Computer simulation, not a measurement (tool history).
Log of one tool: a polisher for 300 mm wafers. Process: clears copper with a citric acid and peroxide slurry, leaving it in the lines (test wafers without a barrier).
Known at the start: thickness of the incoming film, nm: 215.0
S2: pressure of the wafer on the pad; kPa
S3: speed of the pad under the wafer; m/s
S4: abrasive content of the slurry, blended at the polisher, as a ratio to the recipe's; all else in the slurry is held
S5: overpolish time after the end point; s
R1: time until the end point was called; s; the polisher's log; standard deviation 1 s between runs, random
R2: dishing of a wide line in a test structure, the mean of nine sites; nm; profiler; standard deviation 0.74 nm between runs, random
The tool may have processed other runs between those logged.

run 1 hour=0 | flow_of_slurry_(ml/min)=220 S2=22.1 S3=1.2 S4=1 S5=18 | R1=82.998 R2=33.756
run 2 hour=5.6 | flow_of_slurry_(ml/min)=220 S2=22.1 S3=1.2 S4=1 S5=12 | R1=83.056 R2=23.351
run 3 hour=8.1 | flow_of_slurry_(ml/min)=220 S2=22.8 S3=1.26 S4=1 S5=15 | R1=77.812 R2=31.011
run 4 hour=13.1 | flow_of_slurry_(ml/min)=210 S2=24.8 S3=1.28 S4=0.95 S5=17 | R1=72.434 R2=36.28
run 5 hour=20.7 | flow_of_slurry_(ml/min)=185 S2=24.8 S3=1.28 S4=0.95 S5=17 | R1=72.23 R2=36.164
run 6 hour=27.3 | flow_of_slurry_(ml/min)=185 S2=24.8 S3=1.28 S4=0.95 S5=13 | R1=72.081 R2=28.506
run 7 hour=29.2 | flow_of_slurry_(ml/min)=185 S2=24.8 S3=1.34 S4=0.95 S5=16 | R1=71.418 R2=34.877
run 8 hour=32.9 | flow_of_slurry_(ml/min)=175 S2=26.2 S3=1.36 S4=0.95 S5=18 | R1=67.584 R2=41.158
run 9 hour=39.7 | flow_of_slurry_(ml/min)=170 S2=27.6 S3=1.36 S4=0.95 S5=19 | R1=62.758 R2=45.149
run 10 hour=45 | flow_of_slurry_(ml/min)=165 S2=28.3 S3=1.38 S4=0.9 S5=20 | R1=64.082 R2=46.375

Estimate the outcome of run 11 from the log above:
run 11 hour=51.9 | flow_of_slurry_(ml/min)=165 S2=29 S3=1.4 S4=0.9 S5=21 | R1=? R2=?

{"run 11": {"R1": 62.307, "R2": 51.247}}
